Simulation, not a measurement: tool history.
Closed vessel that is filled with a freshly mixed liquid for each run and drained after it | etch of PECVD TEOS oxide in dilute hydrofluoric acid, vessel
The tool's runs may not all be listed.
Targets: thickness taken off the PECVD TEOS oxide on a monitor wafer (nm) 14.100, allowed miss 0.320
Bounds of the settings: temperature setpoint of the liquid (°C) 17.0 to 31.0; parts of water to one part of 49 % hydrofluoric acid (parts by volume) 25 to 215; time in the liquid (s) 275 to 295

run	hour	temperature setpoint of the liquid (°C)	parts of water to one part of 49 % hydrofluoric acid (parts by volume)	time in the liquid (s)	thickness taken off the PECVD TEOS oxide on a monitor wafer (nm)
1	0.0	23.0	120	275	23.294
2	3.6	21.5	130	275	20.086
3	8.4	21.5	130	295	21.473
4	14.8	21.5	130	295	21.741
5	17.9	21.5	130	275	20.152
6	24.9	19.0	130	275	18.108
7	30.5	18.5	135	275	16.981
8	32.5	18.0	140	275	16.093
9	35.4	17.5	145	275	15.091
10	38.2	17.5	145	275	15.092

Which of these 4 next moves meets every target?
A	41.0	17.0	135	275	?
B	41.0	17.0	130	280	?
C	41.0	17.5	140	295	?
D	41.0	17.0	150	275	?

move	thickness taken off the PECVD TEOS oxide on a monitor wafer (nm)
A	15.994
B	16.995
C	16.805
D	14.185
A: further off than the last run
B: further off than the last run
C: further off than the last run
D: meets every target
Answer: D

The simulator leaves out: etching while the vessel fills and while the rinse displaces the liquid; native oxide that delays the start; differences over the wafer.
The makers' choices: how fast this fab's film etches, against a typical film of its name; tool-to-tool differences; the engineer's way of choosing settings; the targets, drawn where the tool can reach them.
